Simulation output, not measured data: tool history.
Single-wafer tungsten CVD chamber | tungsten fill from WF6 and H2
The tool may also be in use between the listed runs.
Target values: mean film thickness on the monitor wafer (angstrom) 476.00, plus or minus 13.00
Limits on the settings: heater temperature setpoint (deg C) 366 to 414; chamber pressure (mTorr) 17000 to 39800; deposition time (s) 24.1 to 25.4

run	hour	heater temperature setpoint (deg C)	chamber pressure (mTorr)	deposition time (s)	mean film thickness on the monitor wafer (angstrom)
1	0.0	390	28400	25.4	586.23
2	3.6	399	28400	25.4	709.89
3	6.6	405	28400	25.4	797.14
4	9.7	398	28100	25.4	693.18
5	18.3	398	30900	25.4	718.98
6	18.9	398	28800	25.4	695.75
# hour 27.5: thermocouple changed; heater temperature recalibrated
7	27.5	393	28600	25.4	591.13
8	28.7	391	28500	25.4	565.26
9	35.4	389	28400	25.4	539.75

Exercise: of the 4 proposed moves below, exactly one satisfies all targets within the stated allowed misses. Which move is it?
A	42.1	392	30100	24.1	?
B	42.1	400	27100	25.4	?
C	42.1	387	26700	24.1	?
D	42.1	401	27300	25.4	?

move	mean film thickness on the monitor wafer (angstrom)
A	558.24
B	666.90
C	475.01
D	682.66
A: the biggest miss grows against the last run
B: the biggest miss grows against the last run
C: meets every target
D: the biggest miss grows against the last run
C meets every target.
